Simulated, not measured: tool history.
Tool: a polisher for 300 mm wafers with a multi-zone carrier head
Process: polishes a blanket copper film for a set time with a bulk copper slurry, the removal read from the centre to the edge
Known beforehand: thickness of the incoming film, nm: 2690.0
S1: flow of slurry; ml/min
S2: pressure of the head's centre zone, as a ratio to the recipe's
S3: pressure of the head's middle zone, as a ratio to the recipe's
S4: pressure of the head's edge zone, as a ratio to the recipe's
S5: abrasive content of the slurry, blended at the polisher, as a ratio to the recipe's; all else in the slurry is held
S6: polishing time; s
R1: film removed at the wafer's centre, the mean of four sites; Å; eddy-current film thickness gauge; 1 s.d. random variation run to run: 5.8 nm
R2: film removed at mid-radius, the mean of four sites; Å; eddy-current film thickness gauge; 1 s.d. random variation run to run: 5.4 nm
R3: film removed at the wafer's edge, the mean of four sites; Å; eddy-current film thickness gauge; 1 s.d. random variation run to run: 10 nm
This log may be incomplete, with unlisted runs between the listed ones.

run    day   S1    S2    S3    S4    S5  S6      R1      R2      R3
  1  0.000  175  1.00  1.00  1.00  1.00  50  5658.3  5768.5  5565.3
  2  0.142  175  1.00  1.00  1.00  1.00  58  6655.0  6742.2  6499.4
  3  0.425  145  1.00  1.00  1.00  1.00  58  6355.9  6561.4  6367.1
  4  0.662  155  1.01  1.00  1.02  1.00  58  6477.1  6616.8  6498.5
  5  0.842  165  1.02  1.00  1.03  1.00  58  6668.3  6653.1  6591.6
  6  0.996  175  1.03  1.00  1.04  1.00  58  6700.2  6739.6  6740.5
  7  1.100  185  1.04  1.00  1.04  1.00  58  6886.7  6800.9  6912.1
  8  1.383  190  1.05  1.00  1.04  1.00  58  7070.7  6893.6  6709.5

Forecast run 9:
  9  1.646  220  1.08  0.95  1.14  1.25  59   ?   ?   ?

{"run 9": {"R1": 7904.5, "R2": 7079.9, "R3": 7407.2}}
